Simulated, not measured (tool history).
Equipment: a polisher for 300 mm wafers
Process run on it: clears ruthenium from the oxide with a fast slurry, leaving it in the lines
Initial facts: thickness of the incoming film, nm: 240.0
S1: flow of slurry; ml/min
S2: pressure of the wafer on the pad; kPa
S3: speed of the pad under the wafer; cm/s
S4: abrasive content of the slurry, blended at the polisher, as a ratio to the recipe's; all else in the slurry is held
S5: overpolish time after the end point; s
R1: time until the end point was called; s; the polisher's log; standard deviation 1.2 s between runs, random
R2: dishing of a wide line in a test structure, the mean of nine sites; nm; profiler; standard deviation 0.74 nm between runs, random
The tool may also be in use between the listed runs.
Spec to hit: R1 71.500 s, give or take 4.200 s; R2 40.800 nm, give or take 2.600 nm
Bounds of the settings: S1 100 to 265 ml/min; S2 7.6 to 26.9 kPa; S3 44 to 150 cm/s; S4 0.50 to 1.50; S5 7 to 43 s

run 1 day=0.000 | S1=170 S2=17.2 S3=96 S4=1.00 S5=22 | R1=81.964 R2=51.574
run 2 day=0.325 | S1=170 S2=13.8 S3=96 S4=1.00 S5=22 | R1=99.456 R2=44.819
run 3 day=0.696 | S1=170 S2=13.8 S3=96 S4=1.00 S5=14 | R1=102.890 R2=28.971
run 4 day=1.008 | S1=170 S2=14.5 S3=96 S4=1.00 S5=14 | R1=94.877 R2=30.437
run 5 day=1.296 | S1=170 S2=15.2 S3=96 S4=1.00 S5=14 | R1=90.978 R2=32.069
run 6 day=1.446 | S1=170 S2=15.9 S3=96 S4=1.00 S5=14 | R1=88.556 R2=34.760
run 7 day=1.717 | S1=170 S2=16.5 S3=96 S4=1.00 S5=14 | R1=85.009 R2=35.336
run 8 day=1.929 | S1=170 S2=17.2 S3=96 S4=1.00 S5=14 | R1=81.137 R2=37.449
run 9 day=2.067 | S1=175 S2=18.6 S3=96 S4=1.00 S5=13 | R1=75.078 R2=36.913
run 10 day=2.246 | S1=175 S2=19.3 S3=98 S4=1.00 S5=15 | R1=70.674 R2=44.160

Which one of the following 5 next-run settings gets every result inside its allowed miss? There is exactly one.
run A day=2.425 | S1=195 S2=19.3 S3=92 S4=1.05 S5=17 | R1=? R2=?
run B day=2.425 | S1=175 S2=16.5 S3=102 S4=1.30 S5=14 | R1=? R2=?
run C day=2.425 | S1=140 S2=17.9 S3=106 S4=0.95 S5=17 | R1=? R2=?
run D day=2.425 | S1=180 S2=20.7 S3=86 S4=1.20 S5=12 | R1=? R2=?
run E day=2.425 | S1=140 S2=20.0 S3=92 S4=1.00 S5=19 | R1=? R2=?

move=A R1=71.840 R2=46.745
move=B R1=69.842 R2=40.513
move=C R1=74.901 R2=45.108
move=D R1=68.303 R2=36.071
move=E R1=75.327 R2=49.340
A: its largest miss is bigger than the last run's
B: in spec on every target
C: its largest miss is bigger than the last run's
D: takes the biggest miss from the last run beyond its target
E: its largest miss is bigger than the last run's
Move B is the one to make.

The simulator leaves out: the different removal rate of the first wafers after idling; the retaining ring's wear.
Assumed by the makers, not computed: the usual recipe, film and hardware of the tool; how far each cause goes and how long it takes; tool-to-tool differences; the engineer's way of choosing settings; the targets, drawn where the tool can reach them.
